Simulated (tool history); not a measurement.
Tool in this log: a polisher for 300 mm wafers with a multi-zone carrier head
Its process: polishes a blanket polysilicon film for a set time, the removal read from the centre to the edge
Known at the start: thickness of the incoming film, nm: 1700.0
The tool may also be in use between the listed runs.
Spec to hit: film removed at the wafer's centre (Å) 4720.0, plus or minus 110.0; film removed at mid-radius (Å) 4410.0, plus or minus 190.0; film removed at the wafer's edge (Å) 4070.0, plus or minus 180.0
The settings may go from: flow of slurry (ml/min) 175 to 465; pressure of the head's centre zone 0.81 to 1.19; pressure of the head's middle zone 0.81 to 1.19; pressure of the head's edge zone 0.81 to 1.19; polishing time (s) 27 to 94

run  hour  flow of slurry (ml/min)  pressure of the head's centre zone  pressure of the head's middle zone  pressure of the head's edge zone  polishing time (s)  film removed at the wafer's centre (Å)  film removed at mid-radius (Å)  film removed at the wafer's edge (Å)
  1   0.0                      295                                1.00                                1.00                              1.00                  60                                  6079.9                          5838.0                                5994.7
  2   5.4                      340                                1.00                                1.00                              1.00                  60                                  6171.6                          5915.5                                6027.5
  3  12.1                      270                                1.00                                1.00                              1.00                  60                                  6021.3                          5809.4                                5795.6
  4  20.7                      225                                1.00                                1.00                              1.00                  60                                  5854.3                          5621.6                                5837.8
  5  22.2                      225                                1.00                                1.00                              0.96                  60                                  5838.5                          5844.6                                5594.5
  6  30.2                      225                                1.00                                1.00                              0.96                  73                                  7132.9                          6900.6                                6864.0
  7  35.3                      230                                1.00                                0.99                              0.95                  70                                  6877.8                          6679.6                                6574.1
  8  38.1                      230                                1.00                                0.98                              0.94                  67                                  6664.5                          6275.8                                6118.1
  9  43.2                      265                                0.90                                0.93                              0.84                  50                                  4523.3                          4592.6                                4555.1
 10  45.3                      265                                0.91                                0.93                              0.84                  49                                  4490.7                          4491.9                                4479.1
 11  53.3                      265                                0.92                                0.94                              0.84                  49                                  4460.3                          4485.3                                4517.2
 12  59.8                      255                                0.95                                0.96                              0.84                  49                                  4633.5                          4483.8                                4422.7
 13  61.0                      255                                0.96                                0.97                              0.84                  49                                  4719.2                          4588.1                                4328.3
 14  62.0                      245                                0.97                                0.97                              0.82                  48                                  4556.4                          4512.1                                4335.8
 15  69.6                      250                                0.98                                0.98                              0.82                  48                                  4751.8                          4579.3                                4232.9

Pick the move, out of 5, that brings all results within their allowed miss; only one does.
  A  77.2                      325                                1.02                                0.98                              0.81                  45                                       ?                               ?                                     ?
  B  77.2                      195                                1.00                                1.06                              0.91                  49                                       ?                               ?                                     ?
  C  77.2                      245                                1.08                                1.18                              0.81                  45                                       ?                               ?                                     ?
  D  77.2                      175                                0.98                                0.98                              0.87                  52                                       ?                               ?                                     ?
  E  77.2                      275                                0.99                                1.00                              0.91                  48                                       ?                               ?                                     ?

move  film removed at the wafer's centre (Å)  film removed at mid-radius (Å)  film removed at the wafer's edge (Å)
   A                                  4716.7                          4398.2                                4051.6
   B                                  4685.6                          4795.8                                4420.4
   C                                  4831.8                          4992.9                                3945.0
   D                                  4765.1                          4671.9                                4535.7
   E                                  4790.0                          4690.0                                4491.9
A: every result lands within tolerance
B: its largest miss is bigger than the last run's
C: brings the last run's worst result on target, with another outside its allowed miss
D: its largest miss is bigger than the last run's
E: its largest miss is bigger than the last run's
A is the move that brings every result within its allowed miss.
